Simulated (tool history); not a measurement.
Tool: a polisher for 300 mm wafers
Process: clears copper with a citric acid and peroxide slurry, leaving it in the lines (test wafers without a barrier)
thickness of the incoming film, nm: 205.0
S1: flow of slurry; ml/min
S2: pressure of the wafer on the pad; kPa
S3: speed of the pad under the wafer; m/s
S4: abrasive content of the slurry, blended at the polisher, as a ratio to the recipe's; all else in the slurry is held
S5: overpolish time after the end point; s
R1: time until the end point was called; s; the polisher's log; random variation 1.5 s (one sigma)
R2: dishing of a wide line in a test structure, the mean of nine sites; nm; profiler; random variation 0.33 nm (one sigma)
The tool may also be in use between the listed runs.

run,day,S1,S2,S3,S4,S5,R1,R2
1,0.000,310,20.7,1.06,1.0,18,71.897,23.084
2,0.262,310,20.7,1.06,1.2,18,67.322,22.599
3,0.550,310,20.0,1.06,1.2,17,67.057,22.407
4,0.842,310,18.6,1.04,1.2,16,75.286,21.280
5,0.925,310,18.6,1.22,1.2,16,64.165,22.712
6,1.083,310,18.6,1.22,1.1,16,67.804,21.717

Run 7 comes next. What will it give?
7,1.425,310,17.9,1.22,1.1,15,?,?

{"run 7": {"R1": 64.785, "R2": 21.211}}

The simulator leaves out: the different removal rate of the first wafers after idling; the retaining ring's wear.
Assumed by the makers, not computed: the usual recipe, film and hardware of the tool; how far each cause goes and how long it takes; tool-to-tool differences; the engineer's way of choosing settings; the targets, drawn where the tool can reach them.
